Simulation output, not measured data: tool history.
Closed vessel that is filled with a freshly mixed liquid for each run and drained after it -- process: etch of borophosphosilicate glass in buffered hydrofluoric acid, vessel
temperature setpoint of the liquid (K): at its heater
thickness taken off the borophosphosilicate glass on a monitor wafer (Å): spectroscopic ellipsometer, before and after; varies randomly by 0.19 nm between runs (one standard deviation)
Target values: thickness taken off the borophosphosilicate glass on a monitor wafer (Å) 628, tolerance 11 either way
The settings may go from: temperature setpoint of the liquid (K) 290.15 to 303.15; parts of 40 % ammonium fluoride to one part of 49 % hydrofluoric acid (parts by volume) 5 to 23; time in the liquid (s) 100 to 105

| run | hour | temperature setpoint of the liquid (K) | parts of 40 % ammonium fluoride to one part of 49 % hydrofluoric acid (parts by volume) | time in the liquid (s) | thickness taken off the borophosphosilicate glass on a monitor wafer (Å) |
|---|---|---|---|---|---|
| 1 | 0 | 295.15 | 14 | 100 | 923.23 |
| 2 | 5.1 | 295.15 | 10.5 | 100 | 1230.5 |
| 3 | 12.2 | 294.15 | 11.5 | 100 | 1065.7 |
| 4 | 21.5 | 293.15 | 12.5 | 100 | 924.65 |
| 5 | 23.1 | 293.15 | 10 | 100 | 1151.4 |
|  | 30.6 | thermometer replaced |
| 6 | 30.6 | 293.15 | 10 | 100 | 1028.2 |
| 7 | 35.6 | 290.15 | 14.5 | 100 | 600.35 |
| 8 | 41 | 290.15 | 14.5 | 100 | 604.01 |

Next run, 4 choices. One meets every target within its allowed miss, the rest don't. Which?
| A | 46.4 | 292.65 | 16 | 105 | ? |
| B | 46.4 | 291.15 | 15 | 105 | ? |
| C | 46.4 | 290.15 | 14.5 | 105 | ? |
| D | 46.4 | 291.15 | 15.5 | 100 | ? |

| move | thickness taken off the borophosphosilicate glass on a monitor wafer (Å) |
|---|---|
| A | 656.59 |
| B | 643.63 |
| C | 629.16 |
| D | 593.41 |
A: moves the result that the last run missed by most past its target, out the other side
B: moves the result that the last run missed by most past its target, out the other side
C: all results land within tolerance of their targets
D: further off than the last run
The right move is C.

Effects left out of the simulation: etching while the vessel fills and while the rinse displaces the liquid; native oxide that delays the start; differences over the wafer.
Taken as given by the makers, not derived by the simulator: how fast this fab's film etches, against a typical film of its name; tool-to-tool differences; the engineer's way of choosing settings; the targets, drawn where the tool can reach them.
